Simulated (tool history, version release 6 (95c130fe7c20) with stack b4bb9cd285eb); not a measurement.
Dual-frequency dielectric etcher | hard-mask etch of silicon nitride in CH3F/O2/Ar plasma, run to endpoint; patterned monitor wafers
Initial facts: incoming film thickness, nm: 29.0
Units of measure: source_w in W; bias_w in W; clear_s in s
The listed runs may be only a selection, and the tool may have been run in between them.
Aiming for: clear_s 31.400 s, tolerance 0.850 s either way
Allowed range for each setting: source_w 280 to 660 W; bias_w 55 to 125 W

Run 1, hour 0.0: source_w 470 W, bias_w 90 W. Result: clear_s 36.661 s.
Run 2, hour 3.2: source_w 540 W, bias_w 90 W. Result: clear_s 34.273 s.
Run 3, hour 3.8: source_w 560 W, bias_w 91 W. Result: clear_s 33.610 s.
Run 4, hour 8.3: source_w 580 W, bias_w 92 W. Result: clear_s 32.673 s.
Run 5, hour 12.9: source_w 580 W, bias_w 85 W. Result: clear_s 33.931 s.
Run 6, hour 13.8: source_w 580 W, bias_w 71 W. Result: clear_s 36.812 s.
Run 7, hour 17.1: source_w 600 W, bias_w 76 W. Result: clear_s 35.103 s.
Run 8, hour 19.0: source_w 620 W, bias_w 79 W. Result: clear_s 33.852 s.

Which of these 5 next moves meets every target?
Run A, hour 20.9: source_w 540 W, bias_w 64 W. Result: clear_s ?.
Run B, hour 20.9: source_w 490 W, bias_w 81 W. Result: clear_s ?.
Run C, hour 20.9: source_w 640 W, bias_w 70 W. Result: clear_s ?.
Run D, hour 20.9: source_w 610 W, bias_w 75 W. Result: clear_s ?.
Run E, hour 20.9: source_w 660 W, bias_w 87 W. Result: clear_s ?.

move  clear_s
   A   39.386
   B   37.321
   C   34.982
   D   34.751
   E   31.483
A: further off than the last run
B: further off than the last run
C: further off than the last run
D: further off than the last run
E: every result lands within tolerance
The right move is E.
